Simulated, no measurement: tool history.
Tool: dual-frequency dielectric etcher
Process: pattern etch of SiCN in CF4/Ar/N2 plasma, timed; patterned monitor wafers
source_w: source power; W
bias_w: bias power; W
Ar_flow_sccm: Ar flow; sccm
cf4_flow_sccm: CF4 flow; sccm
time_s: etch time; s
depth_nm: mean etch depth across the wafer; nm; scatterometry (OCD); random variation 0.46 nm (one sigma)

run	hour	source_w	bias_w	Ar_flow_sccm	cf4_flow_sccm	time_s	depth_nm
1	0	490	87	71	53	106	103.43
2	6.7	450	87	71	53	106	97.288
3	8.1	430	87	71	53	106	93.681
4	16.1	460	87	71	53	106	97.971
5	19.8	440	87	71	53	106	95.877
6	27.4	440	87	71	44	106	93.543
7	33.3	430	87	71	44	106	91.419
8	41.7	420	87	71	44	106	90.152
9	49.6	410	87	71	44	106	88.463
10	55.6	400	87	71	44	106	87.158
11	57.9	390	87	71	44	106	85.495

Run 12 comes next. What will it give?
12	62	380	87	71	44	106	?

Run 12 gave depth_nm 84.325 nm.
